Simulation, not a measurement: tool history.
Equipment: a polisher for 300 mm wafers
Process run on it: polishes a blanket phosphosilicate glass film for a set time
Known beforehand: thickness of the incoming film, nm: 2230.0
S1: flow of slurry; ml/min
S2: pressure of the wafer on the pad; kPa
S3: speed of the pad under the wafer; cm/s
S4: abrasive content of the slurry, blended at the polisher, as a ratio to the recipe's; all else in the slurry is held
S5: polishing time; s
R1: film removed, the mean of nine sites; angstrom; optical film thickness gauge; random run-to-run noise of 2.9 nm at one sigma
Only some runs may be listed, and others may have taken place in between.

Run 1, hour 0.0: S1 170 ml/min, S2 20.7 kPa, S3 92 cm/s, S4 1.00, S5 53 s. Result: R1 4027.1 angstrom.
Run 2, hour 5.4: S1 170 ml/min, S2 20.7 kPa, S3 106 cm/s, S4 1.00, S5 53 s. Result: R1 4505.3 angstrom.
Run 3, hour 11.2: S1 190 ml/min, S2 20.7 kPa, S3 106 cm/s, S4 1.00, S5 53 s. Result: R1 4613.4 angstrom.
Run 4, hour 17.9: S1 185 ml/min, S2 17.2 kPa, S3 104 cm/s, S4 1.00, S5 53 s. Result: R1 3964.2 angstrom.
Run 5, hour 24.7: S1 185 ml/min, S2 17.2 kPa, S3 112 cm/s, S4 1.00, S5 53 s. Result: R1 4303.8 angstrom.
Run 6, hour 27.0: S1 185 ml/min, S2 17.2 kPa, S3 112 cm/s, S4 0.85, S5 53 s. Result: R1 3976.0 angstrom.

Run 7 has not been measured yet. What should we expect?
Run 7, hour 35.0: S1 175 ml/min, S2 11.7 kPa, S3 100 cm/s, S4 0.85, S5 53 s. Result: R1 ?.

Run 7 produced R1 2929.9 angstrom.
